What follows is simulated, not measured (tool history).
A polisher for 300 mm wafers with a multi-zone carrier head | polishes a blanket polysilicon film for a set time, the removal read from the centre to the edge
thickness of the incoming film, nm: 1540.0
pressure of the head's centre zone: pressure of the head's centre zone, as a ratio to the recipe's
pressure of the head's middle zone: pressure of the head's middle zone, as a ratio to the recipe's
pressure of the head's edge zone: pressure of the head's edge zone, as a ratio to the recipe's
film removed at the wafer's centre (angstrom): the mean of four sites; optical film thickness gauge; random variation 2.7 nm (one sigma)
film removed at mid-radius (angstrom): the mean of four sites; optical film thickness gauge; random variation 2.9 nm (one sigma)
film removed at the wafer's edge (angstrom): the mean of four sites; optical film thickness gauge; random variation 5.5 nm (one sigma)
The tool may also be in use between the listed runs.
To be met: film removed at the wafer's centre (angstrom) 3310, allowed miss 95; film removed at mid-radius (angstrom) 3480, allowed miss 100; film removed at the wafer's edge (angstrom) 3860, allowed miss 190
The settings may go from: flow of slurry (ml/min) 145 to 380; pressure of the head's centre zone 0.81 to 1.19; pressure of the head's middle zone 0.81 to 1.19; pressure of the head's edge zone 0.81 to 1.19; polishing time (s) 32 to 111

| run | day | flow of slurry (ml/min) | pressure of the head's centre zone | pressure of the head's middle zone | pressure of the head's edge zone | polishing time (s) | film removed at the wafer's centre (angstrom) | film removed at mid-radius (angstrom) | film removed at the wafer's edge (angstrom) |
|---|---|---|---|---|---|---|---|---|---|
| 1 | 0 | 245 | 1 | 1 | 1 | 71 | 4954.9 | 4947.3 | 4819.6 |
| 2 | 0.354 | 230 | 0.95 | 0.95 | 0.99 | 67 | 4416.9 | 4483.3 | 4422.5 |
| 3 | 0.667 | 220 | 0.91 | 0.91 | 1.02 | 64 | 3962.3 | 4135.2 | 4223.9 |
| 4 | 0.708 | 210 | 0.89 | 0.88 | 1.03 | 62 | 3816.8 | 3910.3 | 4132 |
| 5 | 1.021 | 210 | 0.85 | 0.88 | 1.03 | 62 | 3588.3 | 3872.9 | 4146.4 |
| 6 | 1.258 | 210 | 0.85 | 0.88 | 0.96 | 62 | 3560.7 | 3908.8 | 4047.6 |
| 7 | 1.321 | 205 | 0.84 | 0.86 | 0.97 | 61 | 3480.7 | 3796.9 | 3978.5 |
| 8 | 1.429 | 200 | 0.84 | 0.85 | 0.98 | 60 | 3458.3 | 3682.4 | 3945.5 |
| 9 | 1.579 | 195 | 0.83 | 0.84 | 0.98 | 60 | 3414.2 | 3626.5 | 3972.4 |
| 10 | 1.879 | 195 | 0.83 | 0.83 | 0.97 | 60 | 3328.6 | 3628.5 | 3964 |

4 next moves are on the table. One of them brings every result within its allowed miss. Which?
| A | 2.179 | 200 | 0.85 | 0.87 | 1.01 | 52 | ? | ? | ? |
| B | 2.179 | 235 | 0.82 | 0.81 | 1.13 | 53 | ? | ? | ? |
| C | 2.179 | 260 | 0.84 | 0.82 | 1.04 | 55 | ? | ? | ? |
| D | 2.179 | 175 | 0.94 | 0.97 | 1.03 | 58 | ? | ? | ? |

| move | film removed at the wafer's centre (angstrom) | film removed at mid-radius (angstrom) | film removed at the wafer's edge (angstrom) |
|---|---|---|---|
| A | 3040.9 | 3251.6 | 3432.2 |
| B | 3078.3 | 3263.6 | 3763.3 |
| C | 3314.7 | 3453.9 | 3786 |
| D | 3630.2 | 3768.1 | 3793.6 |
A: takes the result that was furthest off past its target
B: takes the result that was furthest off past its target
C: meets every target
D: further off than the last run
Answer: C

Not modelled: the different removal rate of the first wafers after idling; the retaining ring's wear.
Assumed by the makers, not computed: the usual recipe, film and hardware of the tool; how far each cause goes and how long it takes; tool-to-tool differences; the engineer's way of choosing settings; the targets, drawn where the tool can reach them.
